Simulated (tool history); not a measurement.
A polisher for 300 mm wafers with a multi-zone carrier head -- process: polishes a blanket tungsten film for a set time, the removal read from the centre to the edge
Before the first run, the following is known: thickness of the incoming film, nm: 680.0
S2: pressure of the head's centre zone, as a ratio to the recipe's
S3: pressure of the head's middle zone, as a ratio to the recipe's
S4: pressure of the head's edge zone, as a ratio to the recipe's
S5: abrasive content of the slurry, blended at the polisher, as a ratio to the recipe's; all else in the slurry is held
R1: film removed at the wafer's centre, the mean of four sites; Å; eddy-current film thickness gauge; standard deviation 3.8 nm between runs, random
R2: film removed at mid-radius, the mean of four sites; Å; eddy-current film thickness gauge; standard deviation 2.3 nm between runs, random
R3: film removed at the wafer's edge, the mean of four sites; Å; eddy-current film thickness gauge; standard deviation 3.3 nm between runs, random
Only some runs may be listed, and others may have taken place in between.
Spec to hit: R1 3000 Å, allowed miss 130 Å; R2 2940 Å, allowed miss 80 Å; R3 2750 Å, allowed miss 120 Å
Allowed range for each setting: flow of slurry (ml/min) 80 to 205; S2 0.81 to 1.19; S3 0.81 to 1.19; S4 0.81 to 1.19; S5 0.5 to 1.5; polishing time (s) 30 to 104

Run 1, day 0: flow of slurry (ml/min) 135, S2 1, S3 1, S4 1, S5 1, polishing time (s) 67. Result: R1 2002.7 Å, R2 1946.2 Å, R3 1942 Å.
Run 2, day 0.062: flow of slurry (ml/min) 135, S2 1.07, S3 1, S4 1, S5 1, polishing time (s) 67. Result: R1 2126.8 Å, R2 1941.1 Å, R3 1917.3 Å.
Run 3, day 0.096: flow of slurry (ml/min) 135, S2 1.07, S3 1, S4 1, S5 1, polishing time (s) 82. Result: R1 2633.2 Å, R2 2384.6 Å, R3 2398.3 Å.
Run 4, day 0.217: flow of slurry (ml/min) 135, S2 1.07, S3 1.06, S4 1, S5 1, polishing time (s) 82. Result: R1 2579.9 Å, R2 2485.3 Å, R3 2405.1 Å.
Run 5, day 0.442: flow of slurry (ml/min) 125, S2 1.07, S3 1.06, S4 1, S5 1, polishing time (s) 82. Result: R1 2547 Å, R2 2460.7 Å, R3 2380.7 Å.
Run 6, day 0.625: flow of slurry (ml/min) 130, S2 1.07, S3 1.07, S4 1.01, S5 1, polishing time (s) 82. Result: R1 2586.7 Å, R2 2534.5 Å, R3 2398.5 Å.
Run 7, day 0.933: flow of slurry (ml/min) 165, S2 1.08, S3 1.08, S4 1.11, S5 1.15, polishing time (s) 82. Result: R1 2848 Å, R2 2767.1 Å, R3 2677.8 Å.
At day 1.217: worn pad replaced by a new one.
Run 8, day 1.217: flow of slurry (ml/min) 170, S2 1.08, S3 1.08, S4 1.11, S5 1.15, polishing time (s) 82. Result: R1 3055.1 Å, R2 2969.1 Å, R3 2897.8 Å.
Run 9, day 1.438: flow of slurry (ml/min) 170, S2 1.08, S3 1.08, S4 1.1, S5 1.15, polishing time (s) 82. Result: R1 3126 Å, R2 2972.4 Å, R3 2913.5 Å.
Run 10, day 1.796: flow of slurry (ml/min) 170, S2 1.08, S3 1.09, S4 1.1, S5 1.15, polishing time (s) 82. Result: R1 2999.9 Å, R2 2977.3 Å, R3 2925.1 Å.
Run 11, day 1.917: flow of slurry (ml/min) 170, S2 1.09, S3 1.1, S4 1.1, S5 1.15, polishing time (s) 82. Result: R1 3080.7 Å, R2 3049 Å, R3 2906.9 Å.

Which single option among these 4 for the next run brings every result within its allowed miss of target? Just one does.
Run A, day 2.038: flow of slurry (ml/min) 165, S2 1, S3 1.03, S4 1.1, S5 1.25, polishing time (s) 85. Result: R1 ?, R2 ?, R3 ?.
Run B, day 2.038: flow of slurry (ml/min) 190, S2 1.09, S3 1.12, S4 1.1, S5 1.4, polishing time (s) 72. Result: R1 ?, R2 ?, R3 ?.
Run C, day 2.038: flow of slurry (ml/min) 195, S2 0.86, S3 0.92, S4 1.18, S5 1.15, polishing time (s) 92. Result: R1 ?, R2 ?, R3 ?.
Run D, day 2.038: flow of slurry (ml/min) 165, S2 1.05, S3 1.19, S4 1.09, S5 1.2, polishing time (s) 82. Result: R1 ?, R2 ?, R3 ?.

move      R1      R2      R3
   A  3156.5  3033.9  3062.3
   B  3036.9    2925  2728.9
   C  3072.5  2994.7  3397.6
   D  3123.7  3270.7  2900.8
A: further off than the last run
B: in spec on every target
C: puts the biggest miss on target and leaves a different result outside tolerance
D: further off than the last run
Go with B: it meets all targets.
